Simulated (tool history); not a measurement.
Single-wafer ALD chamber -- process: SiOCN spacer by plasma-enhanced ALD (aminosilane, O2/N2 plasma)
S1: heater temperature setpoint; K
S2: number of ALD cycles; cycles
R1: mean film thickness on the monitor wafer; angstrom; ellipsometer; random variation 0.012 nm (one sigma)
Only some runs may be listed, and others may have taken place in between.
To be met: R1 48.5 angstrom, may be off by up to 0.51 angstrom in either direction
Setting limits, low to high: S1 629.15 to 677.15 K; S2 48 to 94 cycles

Run 1, hour 0: S1 653.15 K, S2 71 cycles. Result: R1 43.028 angstrom.
Run 2, hour 4.5: S1 649.15 K, S2 71 cycles. Result: R1 43.103 angstrom.
Run 3, hour 8.1: S1 649.15 K, S2 64 cycles. Result: R1 38.742 angstrom.
Run 4, hour 16: S1 649.15 K, S2 70 cycles. Result: R1 42.492 angstrom.
Run 5, hour 19.5: S1 649.15 K, S2 72 cycles. Result: R1 43.627 angstrom.
Run 6, hour 23.4: S1 649.15 K, S2 74 cycles. Result: R1 44.939 angstrom.
Run 7, hour 26.6: S1 649.15 K, S2 75 cycles. Result: R1 45.165 angstrom.
Run 8, hour 27.6: S1 649.15 K, S2 77 cycles. Result: R1 46.724 angstrom.
Run 9, hour 35.2: S1 649.15 K, S2 78 cycles. Result: R1 47.324 angstrom.
Run 10, hour 37.4: S1 649.15 K, S2 79 cycles. Result: R1 48.001 angstrom.

5 candidate next runs follow, results not yet known. Just one meets every target within its allowed miss. Identify it.
Run A, hour 39.6: S1 648.15 K, S2 78 cycles. Result: R1 ?.
Run B, hour 39.6: S1 643.15 K, S2 78 cycles. Result: R1 ?.
Run C, hour 39.6: S1 645.15 K, S2 78 cycles. Result: R1 ?.
Run D, hour 39.6: S1 647.15 K, S2 78 cycles. Result: R1 ?.
Run E, hour 39.6: S1 654.15 K, S2 80 cycles. Result: R1 ?.

move      R1
   A  47.315
   B  47.315
   C  47.315
   D  47.315
   E  48.528
A: lands further from the targets than the last run did
B: lands further from the targets than the last run did
C: lands further from the targets than the last run did
D: lands further from the targets than the last run did
E: every result within its allowed miss
Correct choice: E, which meets every target
